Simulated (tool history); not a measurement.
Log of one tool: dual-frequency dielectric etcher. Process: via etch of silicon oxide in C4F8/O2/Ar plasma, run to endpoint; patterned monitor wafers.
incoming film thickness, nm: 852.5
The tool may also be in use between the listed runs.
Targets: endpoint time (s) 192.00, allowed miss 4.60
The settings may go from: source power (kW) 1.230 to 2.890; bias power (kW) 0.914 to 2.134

run,day,source power (kW),bias power (kW),endpoint time (s)
1,0.000,2.060,1.524,169.02
2,0.062,2.060,1.349,173.20
3,0.346,2.000,1.335,174.32
4,0.621,2.000,1.589,167.30
5,0.696,1.920,1.560,170.15
6,1.004,2.280,1.560,162.54
7,1.088,2.170,1.511,167.51
8,1.329,1.750,1.352,182.55
9,1.438,1.720,1.343,182.72
10,1.512,1.720,1.343,183.50

Which of these 5 next moves meets every target?
A,1.588,1.230,1.569,?
B,1.588,2.210,1.347,?
C,1.588,1.950,1.430,?
D,1.588,1.800,1.596,?
E,1.588,1.630,1.448,?

move,endpoint time (s)
A,190.35
B,170.62
C,173.85
D,172.16
E,181.80
A: meets every target
B: further off than the last run
C: further off than the last run
D: further off than the last run
E: further off than the last run
The right move is A.

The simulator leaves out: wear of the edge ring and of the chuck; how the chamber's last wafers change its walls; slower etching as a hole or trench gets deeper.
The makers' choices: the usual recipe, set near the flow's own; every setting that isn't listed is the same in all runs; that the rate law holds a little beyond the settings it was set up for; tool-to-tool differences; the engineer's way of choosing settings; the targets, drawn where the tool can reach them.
